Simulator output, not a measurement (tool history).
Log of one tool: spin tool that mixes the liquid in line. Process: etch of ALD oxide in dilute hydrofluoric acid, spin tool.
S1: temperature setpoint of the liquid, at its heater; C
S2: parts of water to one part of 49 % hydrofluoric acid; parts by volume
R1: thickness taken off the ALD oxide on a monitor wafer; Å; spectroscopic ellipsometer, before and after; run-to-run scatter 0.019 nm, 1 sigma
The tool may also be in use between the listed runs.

run 1 day=0.000 | S1=21.0 S2=95 time_under_the_liquid_(s)=15 | R1=18.435
run 2 day=0.296 | S1=23.5 S2=85 time_under_the_liquid_(s)=15 | R1=23.221
run 3 day=0.367 | S1=23.5 S2=85 time_under_the_liquid_(s)=15 | R1=23.179
run 4 day=0.392 | S1=23.5 S2=55 time_under_the_liquid_(s)=15 | R1=37.013
run 5 day=0.567 | S1=23.5 S2=40 time_under_the_liquid_(s)=15 | R1=52.141
run 6 day=0.758 | S1=21.5 S2=45 time_under_the_liquid_(s)=15 | R1=42.255
run 7 day=0.788 | S1=20.0 S2=45 time_under_the_liquid_(s)=15 | R1=39.747
run 8 day=0.825 | S1=19.0 S2=45 time_under_the_liquid_(s)=15 | R1=37.981

Predict the results of run 9:
run 9 day=0.879 | S1=18.5 S2=45 time_under_the_liquid_(s)=15 | R1=?

R1: 37.184 Å
